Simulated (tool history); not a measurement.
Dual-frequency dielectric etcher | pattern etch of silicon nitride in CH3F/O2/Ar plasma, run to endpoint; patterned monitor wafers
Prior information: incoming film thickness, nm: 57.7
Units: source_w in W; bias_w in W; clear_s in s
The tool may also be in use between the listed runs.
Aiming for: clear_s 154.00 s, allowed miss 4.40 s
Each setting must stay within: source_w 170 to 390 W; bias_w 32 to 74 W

| run | hour | source_w | bias_w | clear_s |
|---|---|---|---|---|
| 1 | 0.0 | 280 | 53 | 121.43 |
| 2 | 4.1 | 260 | 49 | 130.39 |
| 3 | 5.4 | 300 | 49 | 119.54 |
| 4 | 13.4 | 270 | 48 | 130.18 |
| 5 | 16.1 | 250 | 47 | 136.17 |
| 6 | 25.0 | 270 | 47 | 128.47 |
| 7 | 28.8 | 250 | 46 | 135.94 |
| 8 | 37.7 | 240 | 45 | 141.61 |
| 9 | 46.0 | 230 | 45 | 145.22 |

Next run, 4 choices. One meets every target within its allowed miss, the rest don't. Which?
| A | 54.3 | 200 | 42 | ? |
| B | 54.3 | 240 | 49 | ? |
| C | 54.3 | 260 | 40 | ? |
| D | 54.3 | 220 | 42 | ? |

| move | clear_s |
|---|---|
| A | 168.19 |
| B | 138.63 |
| C | 140.71 |
| D | 155.52 |
A: moves the result that the last run missed by most past its target, out the other side
B: further off than the last run
C: further off than the last run
D: in spec on every target
The right move is D.
